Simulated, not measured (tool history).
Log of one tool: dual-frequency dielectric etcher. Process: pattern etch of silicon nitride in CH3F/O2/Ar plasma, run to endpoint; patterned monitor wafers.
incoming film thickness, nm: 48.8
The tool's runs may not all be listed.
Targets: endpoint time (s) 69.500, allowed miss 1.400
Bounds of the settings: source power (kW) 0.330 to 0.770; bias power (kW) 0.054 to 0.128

run,hour,source power (kW),bias power (kW),endpoint time (s)
1,0.0,0.550,0.091,57.188
2,4.5,0.520,0.089,59.319
3,8.2,0.490,0.088,60.809
4,13.5,0.580,0.088,57.008
5,21.5,0.640,0.088,54.702
6,24.2,0.600,0.086,56.486
7,31.7,0.560,0.084,58.654
# hour 39.6: bias power generator calibrated
8,39.6,0.450,0.076,66.084
9,46.0,0.380,0.074,71.559

4 next moves are on the table. One of them brings every result within its allowed miss. Which?
A,52.4,0.460,0.075,?
B,52.4,0.410,0.090,?
C,52.4,0.360,0.089,?
D,52.4,0.450,0.076,?

move,endpoint time (s)
A,66.086
B,65.534
C,69.305
D,66.419
A: takes the result that was furthest off past its target
B: takes the result that was furthest off past its target
C: meets every target
D: takes the result that was furthest off past its target
Move C is the one to make.

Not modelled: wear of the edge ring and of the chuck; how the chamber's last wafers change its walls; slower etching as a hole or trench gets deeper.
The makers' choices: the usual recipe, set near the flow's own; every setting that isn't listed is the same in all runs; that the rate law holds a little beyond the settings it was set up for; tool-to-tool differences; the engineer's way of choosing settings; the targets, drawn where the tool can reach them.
